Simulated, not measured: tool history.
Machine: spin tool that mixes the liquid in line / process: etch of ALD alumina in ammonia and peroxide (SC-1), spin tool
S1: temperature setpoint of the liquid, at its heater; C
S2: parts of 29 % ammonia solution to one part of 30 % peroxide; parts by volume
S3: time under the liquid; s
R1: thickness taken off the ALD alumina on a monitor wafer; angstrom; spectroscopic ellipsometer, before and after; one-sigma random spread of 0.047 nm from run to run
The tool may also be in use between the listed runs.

run 1 hour=0.0 | S1=55.0 S2=0.6 S3=40 | R1=31.536
run 2 hour=2.3 | S1=55.0 S2=0.7 S3=40 | R1=31.325
run 3 hour=4.7 | S1=56.5 S2=0.7 S3=40 | R1=34.410
run 4 hour=8.1 | S1=60.5 S2=0.7 S3=40 | R1=41.512
run 5 hour=14.1 | S1=61.0 S2=0.7 S3=40 | R1=43.146
run 6 hour=22.3 | S1=61.5 S2=0.7 S3=40 | R1=44.273

Run 7 has not been measured yet. What should we expect?
run 7 hour=31.3 | S1=62.0 S2=0.7 S3=40 | R1=?

{"run 7": {"R1": 44.979}}
